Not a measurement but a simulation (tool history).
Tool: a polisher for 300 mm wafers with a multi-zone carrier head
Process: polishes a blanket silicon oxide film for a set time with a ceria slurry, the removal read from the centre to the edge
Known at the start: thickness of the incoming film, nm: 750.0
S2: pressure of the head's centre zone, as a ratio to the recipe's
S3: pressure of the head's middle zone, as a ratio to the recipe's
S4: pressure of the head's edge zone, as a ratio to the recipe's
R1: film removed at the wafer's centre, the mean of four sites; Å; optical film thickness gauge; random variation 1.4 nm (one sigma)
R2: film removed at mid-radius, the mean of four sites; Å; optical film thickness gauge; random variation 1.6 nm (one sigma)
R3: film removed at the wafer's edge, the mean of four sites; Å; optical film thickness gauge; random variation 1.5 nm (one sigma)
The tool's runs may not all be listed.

run 1 hour=0.0 | flow_of_slurry_(ml/min)=145 S2=1.00 S3=1.00 S4=1.00 polishing_time_(s)=61 | R1=2909.8 R2=2875.2 R3=2860.9
run 2 hour=3.0 | flow_of_slurry_(ml/min)=145 S2=1.05 S3=1.00 S4=1.00 polishing_time_(s)=61 | R1=2962.4 R2=2906.2 R3=2851.1
run 3 hour=11.8 | flow_of_slurry_(ml/min)=125 S2=1.05 S3=1.00 S4=1.00 polishing_time_(s)=61 | R1=2869.3 R2=2774.3 R3=2803.4
run 4 hour=18.1 | flow_of_slurry_(ml/min)=125 S2=1.05 S3=1.00 S4=1.06 polishing_time_(s)=61 | R1=2917.2 R2=2779.8 R3=2843.6
run 5 hour=26.5 | flow_of_slurry_(ml/min)=125 S2=1.01 S3=1.02 S4=1.03 polishing_time_(s)=55 | R1=2531.2 R2=2576.2 R3=2522.7
run 6 hour=31.3 | flow_of_slurry_(ml/min)=120 S2=0.98 S3=1.02 S4=1.01 polishing_time_(s)=52 | R1=2282.2 R2=2377.7 R3=2370.5
run 7 hour=37.4 | flow_of_slurry_(ml/min)=120 S2=0.97 S3=1.03 S4=0.98 polishing_time_(s)=49 | R1=2117.0 R2=2269.4 R3=2193.4
run 8 hour=44.6 | flow_of_slurry_(ml/min)=115 S2=0.95 S3=1.04 S4=0.95 polishing_time_(s)=48 | R1=2030.6 R2=2221.6 R3=2157.5
run 9 hour=52.6 | flow_of_slurry_(ml/min)=115 S2=0.94 S3=1.05 S4=0.94 polishing_time_(s)=46 | R1=1926.1 R2=2150.0 R3=2024.1
run 10 hour=58.4 | flow_of_slurry_(ml/min)=90 S2=0.86 S3=1.03 S4=0.86 polishing_time_(s)=45 | R1=1570.3 R2=1898.8 R3=1799.7
run 11 hour=66.0 | flow_of_slurry_(ml/min)=95 S2=0.86 S3=1.03 S4=0.85 polishing_time_(s)=45 | R1=1614.1 R2=1953.3 R3=1861.3

Forecast run 12:
run 12 hour=74.8 | flow_of_slurry_(ml/min)=95 S2=0.87 S3=1.04 S4=0.84 polishing_time_(s)=45 | R1=? R2=? R3=?

{"run 12": {"R1": 1636.9, "R2": 1987.3, "R3": 1864.2}}
